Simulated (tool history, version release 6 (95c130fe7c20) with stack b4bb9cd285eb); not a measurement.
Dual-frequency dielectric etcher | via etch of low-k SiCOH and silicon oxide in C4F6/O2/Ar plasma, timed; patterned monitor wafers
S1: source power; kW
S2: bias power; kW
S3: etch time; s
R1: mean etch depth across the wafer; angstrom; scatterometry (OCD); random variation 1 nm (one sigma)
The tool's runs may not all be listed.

run,hour,S1,S2,S3,R1
1,0.0,0.420,0.232,81.5,2309.7
2,8.7,0.470,0.238,81.5,2452.2
3,15.0,0.470,0.238,81.5,2467.3
4,15.8,0.470,0.238,81.5,2450.0
5,17.4,0.500,0.241,81.5,2542.5
# hour 25.6: source power generator calibrated
6,25.6,0.440,0.241,81.5,2358.3
7,30.4,0.470,0.245,81.5,2454.7
8,35.3,0.500,0.248,81.5,2526.5
9,39.0,0.520,0.251,81.5,2559.2

The next listed run, before its measurement:
10,40.2,0.540,0.254,81.5,?

R1: 2649.0 angstrom
